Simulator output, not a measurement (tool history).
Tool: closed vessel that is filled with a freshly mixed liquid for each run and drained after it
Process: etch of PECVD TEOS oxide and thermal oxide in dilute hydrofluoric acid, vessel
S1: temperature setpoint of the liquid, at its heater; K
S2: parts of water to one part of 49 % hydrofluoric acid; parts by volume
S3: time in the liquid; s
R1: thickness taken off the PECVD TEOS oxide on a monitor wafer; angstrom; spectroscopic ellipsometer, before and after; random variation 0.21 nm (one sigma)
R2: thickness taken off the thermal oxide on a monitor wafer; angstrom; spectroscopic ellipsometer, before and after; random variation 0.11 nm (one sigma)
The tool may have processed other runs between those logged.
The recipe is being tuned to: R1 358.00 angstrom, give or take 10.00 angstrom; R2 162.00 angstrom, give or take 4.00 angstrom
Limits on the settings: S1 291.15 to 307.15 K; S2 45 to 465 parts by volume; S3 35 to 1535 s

run 1 hour=0.0 | S1=299.15 S2=255 S3=785 | R1=242.71 R2=111.29
run 2 hour=7.3 | S1=301.15 S2=255 S3=785 | R1=261.39 R2=117.94
run 3 hour=12.3 | S1=301.15 S2=255 S3=915 | R1=303.90 R2=140.02
run 4 hour=18.4 | S1=302.65 S2=255 S3=915 | R1=320.76 R2=147.16
run 5 hour=26.2 | S1=303.65 S2=255 S3=915 | R1=331.76 R2=149.27
run 6 hour=29.1 | S1=303.65 S2=290 S3=915 | R1=281.37 R2=126.45
run 7 hour=35.8 | S1=304.65 S2=280 S3=915 | R1=302.48 R2=137.01
run 8 hour=38.3 | S1=304.65 S2=280 S3=915 | R1=303.20 R2=136.71
run 9 hour=43.6 | S1=305.15 S2=275 S3=915 | R1=315.17 R2=141.28
run 10 hour=50.6 | S1=305.65 S2=270 S3=915 | R1=322.57 R2=148.92
run 11 hour=54.5 | S1=305.65 S2=265 S3=925 | R1=339.18 R2=153.15
run 12 hour=63.8 | S1=305.65 S2=265 S3=925 | R1=340.32 R2=155.49
run 13 hour=68.0 | S1=306.15 S2=265 S3=925 | R1=347.59 R2=156.13

Consider the 4 candidate settings below. Which is the only one whose results all fall within their allowed miss of target?
run A hour=72.2 | S1=304.15 S2=225 S3=875 | R1=? R2=?
run B hour=72.2 | S1=305.65 S2=220 S3=770 | R1=? R2=?
run C hour=72.2 | S1=303.65 S2=245 S3=995 | R1=? R2=?
run D hour=72.2 | S1=307.15 S2=270 S3=1025 | R1=? R2=?

move=A R1=377.02 R2=171.38
move=B R1=358.91 R2=163.15
move=C R1=378.06 R2=171.85
move=D R1=383.92 R2=174.51
A: moves the result that the last run missed by most past its target, out the other side
B: in spec on every target
C: moves the result that the last run missed by most past its target, out the other side
D: moves the result that the last run missed by most past its target, out the other side
B meets every target.
